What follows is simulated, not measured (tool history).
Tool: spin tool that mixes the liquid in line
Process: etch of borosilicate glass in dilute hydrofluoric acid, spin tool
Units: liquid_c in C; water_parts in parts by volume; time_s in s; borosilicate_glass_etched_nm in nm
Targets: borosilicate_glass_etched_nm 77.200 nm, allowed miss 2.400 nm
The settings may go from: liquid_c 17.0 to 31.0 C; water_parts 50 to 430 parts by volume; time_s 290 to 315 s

| run | hour | liquid_c | water_parts | time_s | borosilicate_glass_etched_nm |
|---|---|---|---|---|---|
| 1 | 0.0 | 23.0 | 240 | 290 | 28.167 |
| 2 | 7.0 | 23.0 | 240 | 315 | 30.568 |
| 3 | 8.2 | 23.0 | 240 | 315 | 30.836 |
| 4 | 17.2 | 23.0 | 240 | 290 | 28.406 |
| 5 | 25.0 | 23.0 | 160 | 290 | 46.926 |
| 6 | 33.5 | 25.5 | 145 | 290 | 55.913 |
| 7 | 37.9 | 27.0 | 135 | 290 | 65.823 |
| 8 | 39.3 | 28.0 | 135 | 290 | 68.499 |
| 9 | 46.3 | 31.0 | 130 | 290 | 79.311 |
| 10 | 52.5 | 31.0 | 130 | 290 | 79.277 |

5 next moves are on the table. One of them brings every result within its allowed miss. Which?
| A | 58.7 | 31.0 | 135 | 315 | ? |
| B | 58.7 | 30.5 | 125 | 295 | ? |
| C | 58.7 | 31.0 | 135 | 295 | ? |
| D | 58.7 | 30.0 | 125 | 305 | ? |
| E | 58.7 | 31.0 | 125 | 290 | ? |

| move | borosilicate_glass_etched_nm |
|---|---|
| A | 82.179 |
| B | 82.752 |
| C | 76.961 |
| D | 84.005 |
| E | 82.844 |
A: further off than the last run
B: further off than the last run
C: meets every target
D: further off than the last run
E: further off than the last run
The right move is C.
